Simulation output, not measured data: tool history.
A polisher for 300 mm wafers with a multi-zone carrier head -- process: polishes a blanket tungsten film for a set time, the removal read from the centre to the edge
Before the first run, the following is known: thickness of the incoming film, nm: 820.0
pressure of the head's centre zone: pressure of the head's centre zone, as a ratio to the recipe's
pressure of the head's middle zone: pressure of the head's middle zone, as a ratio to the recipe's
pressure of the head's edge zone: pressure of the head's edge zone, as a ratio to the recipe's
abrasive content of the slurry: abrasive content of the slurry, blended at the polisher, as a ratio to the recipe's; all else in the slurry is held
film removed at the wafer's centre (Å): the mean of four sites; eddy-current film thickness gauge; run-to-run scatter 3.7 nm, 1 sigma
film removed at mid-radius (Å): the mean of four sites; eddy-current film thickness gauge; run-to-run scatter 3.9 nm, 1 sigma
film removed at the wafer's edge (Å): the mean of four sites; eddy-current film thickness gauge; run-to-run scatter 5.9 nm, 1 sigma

| run | day | flow of slurry (ml/min) | pressure of the head's centre zone | pressure of the head's middle zone | pressure of the head's edge zone | abrasive content of the slurry | polishing time (s) | film removed at the wafer's centre (Å) | film removed at mid-radius (Å) | film removed at the wafer's edge (Å) |
|---|---|---|---|---|---|---|---|---|---|---|
| 1 | 0 | 170 | 1 | 1 | 1 | 1 | 71 | 2756.3 | 2675.3 | 2700.4 |
| 2 | 0.183 | 175 | 1.02 | 0.99 | 1.03 | 1.1 | 74 | 2976.9 | 2962.8 | 2980.9 |
| 3 | 0.512 | 175 | 1.02 | 0.99 | 1.03 | 1.3 | 74 | 3121.6 | 3005 | 2979.4 |
| 4 | 0.696 | 175 | 1.02 | 0.99 | 1.03 | 1.3 | 91 | 3782.8 | 3739.2 | 3852.6 |
| 5 | 0.779 | 180 | 1.04 | 0.96 | 1.03 | 1.3 | 91 | 3949.7 | 3648.9 | 3754.6 |
| 6 | 1.112 | 180 | 1.04 | 0.96 | 1.03 | 1.3 | 73 | 3149.3 | 2896.8 | 3084.4 |
| 7 | 1.325 | 180 | 1.04 | 0.96 | 1.03 | 1.3 | 73 | 3121.9 | 2900.2 | 3000.9 |
| 8 | 1.467 | 185 | 1.07 | 0.95 | 1.06 | 1.35 | 75 | 3287.9 | 2991.4 | 3178.5 |
| 9 | 1.804 | 185 | 1.07 | 0.95 | 1.06 | 1.35 | 75 | 3350.4 | 3036.6 | 3297.6 |

Run 10 has not been measured yet. What should we expect?
| 10 | 2.142 | 195 | 1.1 | 0.95 | 1.07 | 1.4 | 76 | ? | ? | ? |

Run 10 produced film removed at the wafer's centre (Å) 3531.5, film removed at mid-radius (Å) 3034.8, film removed at the wafer's edge (Å) 3374.9.
